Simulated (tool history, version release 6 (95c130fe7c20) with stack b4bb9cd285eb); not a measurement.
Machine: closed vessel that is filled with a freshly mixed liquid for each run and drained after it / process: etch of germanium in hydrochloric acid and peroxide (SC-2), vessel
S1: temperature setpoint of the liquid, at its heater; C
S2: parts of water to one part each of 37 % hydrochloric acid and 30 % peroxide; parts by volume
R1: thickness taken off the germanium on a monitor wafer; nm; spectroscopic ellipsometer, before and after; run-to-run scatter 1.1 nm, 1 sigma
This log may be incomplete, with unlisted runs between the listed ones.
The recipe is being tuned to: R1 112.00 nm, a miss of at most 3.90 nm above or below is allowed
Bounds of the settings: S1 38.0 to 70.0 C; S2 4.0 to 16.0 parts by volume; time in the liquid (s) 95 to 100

run 1 day=0.000 | S1=54.0 S2=9.0 time_in_the_liquid_(s)=95 | R1=170.80
run 2 day=0.108 | S1=51.0 S2=9.0 time_in_the_liquid_(s)=95 | R1=157.65
run 3 day=0.271 | S1=51.0 S2=9.0 time_in_the_liquid_(s)=95 | R1=158.84
run 4 day=0.342 | S1=51.0 S2=9.0 time_in_the_liquid_(s)=100 | R1=169.17
run 5 day=0.367 | S1=48.0 S2=9.0 time_in_the_liquid_(s)=100 | R1=149.48
run 6 day=0.617 | S1=48.0 S2=11.0 time_in_the_liquid_(s)=100 | R1=150.72
run 7 day=0.704 | S1=46.0 S2=11.0 time_in_the_liquid_(s)=100 | R1=142.90
run 8 day=0.933 | S1=44.5 S2=11.0 time_in_the_liquid_(s)=100 | R1=130.54
run 9 day=1.000 | S1=43.5 S2=11.0 time_in_the_liquid_(s)=100 | R1=129.32

Which single option among these 5 for the next run brings every result within its allowed miss of target? Just one does.
run A day=1.067 | S1=43.5 S2=11.0 time_in_the_liquid_(s)=95 | R1=?
run B day=1.067 | S1=47.5 S2=8.5 time_in_the_liquid_(s)=100 | R1=?
run C day=1.067 | S1=41.0 S2=10.5 time_in_the_liquid_(s)=95 | R1=?
run D day=1.067 | S1=38.5 S2=13.5 time_in_the_liquid_(s)=95 | R1=?
run E day=1.067 | S1=52.0 S2=9.0 time_in_the_liquid_(s)=95 | R1=?

move=A R1=121.35
move=B R1=148.65
move=C R1=112.19
move=D R1=100.57
move=E R1=162.14
A: closer than the last run, but not yet in spec
B: the biggest miss grows against the last run
C: each result inside its tolerance
D: takes the result that was furthest off past its target
E: the biggest miss grows against the last run
C meets every target.
